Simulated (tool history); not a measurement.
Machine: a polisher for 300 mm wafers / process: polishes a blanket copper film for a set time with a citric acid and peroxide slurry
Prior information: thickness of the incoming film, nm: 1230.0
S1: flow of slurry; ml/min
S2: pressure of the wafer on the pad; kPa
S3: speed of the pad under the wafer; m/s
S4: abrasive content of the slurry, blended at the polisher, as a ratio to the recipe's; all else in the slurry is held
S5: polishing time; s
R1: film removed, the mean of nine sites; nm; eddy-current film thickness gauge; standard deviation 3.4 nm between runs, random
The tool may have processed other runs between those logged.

run,hour,S1,S2,S3,S4,S5,R1
1,0.0,185,26.2,0.86,1.0,111,226.08
2,3.7,225,26.2,0.86,1.0,111,236.76
3,7.5,225,26.2,1.02,1.0,111,280.47
4,8.8,225,26.2,1.20,1.0,111,328.92
# hour 14.6: slurry nozzle cleaned
5,14.6,230,26.2,1.20,1.0,111,344.34
6,18.3,230,23.4,1.20,1.0,111,302.69
7,24.3,235,24.1,1.20,1.0,111,315.19
8,27.3,240,24.8,1.20,1.0,111,328.60
9,29.4,245,24.8,1.20,1.0,111,327.16
10,33.8,245,24.8,1.20,1.0,111,328.30
11,35.2,250,24.8,1.20,1.0,111,322.92

Run 12, settings as shown, results not yet in. Your forecast:
12,43.1,250,25.5,1.20,1.0,111,?

{"run 12": {"R1": 334.31}}
